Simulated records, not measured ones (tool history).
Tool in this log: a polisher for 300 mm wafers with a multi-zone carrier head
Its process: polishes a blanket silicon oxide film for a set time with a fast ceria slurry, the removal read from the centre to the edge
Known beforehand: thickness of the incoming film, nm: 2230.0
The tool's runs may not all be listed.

| run | hour | flow of slurry (ml/min) | pressure of the head's centre zone | pressure of the head's middle zone | pressure of the head's edge zone | polishing time (s) | film removed at the wafer's centre (nm) | film removed at mid-radius (nm) | film removed at the wafer's edge (nm) |
|---|---|---|---|---|---|---|---|---|---|
| 1 | 0.0 | 220 | 1.00 | 1.00 | 1.00 | 51 | 634.05 | 634.44 | 616.62 |
| 2 | 7.9 | 220 | 1.07 | 1.00 | 1.00 | 51 | 674.89 | 641.93 | 630.90 |
| 3 | 10.4 | 220 | 1.05 | 0.99 | 0.98 | 50 | 656.64 | 612.65 | 601.94 |
| 4 | 18.4 | 185 | 1.05 | 0.99 | 0.98 | 50 | 633.63 | 595.80 | 592.43 |
| 5 | 23.4 | 185 | 1.03 | 0.99 | 0.96 | 49 | 604.78 | 584.99 | 577.02 |
| 6 | 28.7 | 225 | 1.03 | 0.99 | 0.96 | 49 | 631.78 | 606.90 | 593.56 |
| 7 | 30.7 | 220 | 1.02 | 0.99 | 0.94 | 48 | 592.57 | 597.70 | 572.28 |
| 8 | 37.1 | 215 | 1.02 | 0.99 | 0.92 | 47 | 578.04 | 578.36 | 560.18 |
| 9 | 40.3 | 255 | 1.00 | 1.01 | 0.82 | 36 | 455.98 | 465.00 | 406.90 |
| 10 | 46.8 | 255 | 1.00 | 1.01 | 0.84 | 36 | 453.49 | 456.38 | 408.35 |
| 11 | 50.2 | 255 | 1.00 | 1.02 | 0.86 | 36 | 455.32 | 464.90 | 413.38 |
| 12 | 55.9 | 255 | 1.00 | 1.02 | 0.88 | 36 | 455.76 | 464.08 | 418.80 |
| 13 | 62.3 | 260 | 1.00 | 1.02 | 0.89 | 36 | 456.02 | 466.05 | 417.95 |
| 14 | 67.6 | 260 | 1.00 | 1.02 | 0.89 | 36 | 450.83 | 463.85 | 428.09 |
| 15 | 73.6 | 265 | 1.00 | 1.02 | 0.90 | 36 | 451.52 | 465.33 | 423.08 |
| 16 | 75.7 | 265 | 1.00 | 1.02 | 0.91 | 36 | 450.08 | 462.55 | 431.37 |

Run 17, settings as shown, results not yet in. Your forecast:
| 17 | 76.6 | 265 | 1.00 | 1.03 | 0.92 | 36 | ? | ? | ? |

{"run 17": {"film removed at the wafer's centre (nm)": 447.64, "film removed at mid-radius (nm)": 468.71, "film removed at the wafer's edge (nm)": 426.92}}

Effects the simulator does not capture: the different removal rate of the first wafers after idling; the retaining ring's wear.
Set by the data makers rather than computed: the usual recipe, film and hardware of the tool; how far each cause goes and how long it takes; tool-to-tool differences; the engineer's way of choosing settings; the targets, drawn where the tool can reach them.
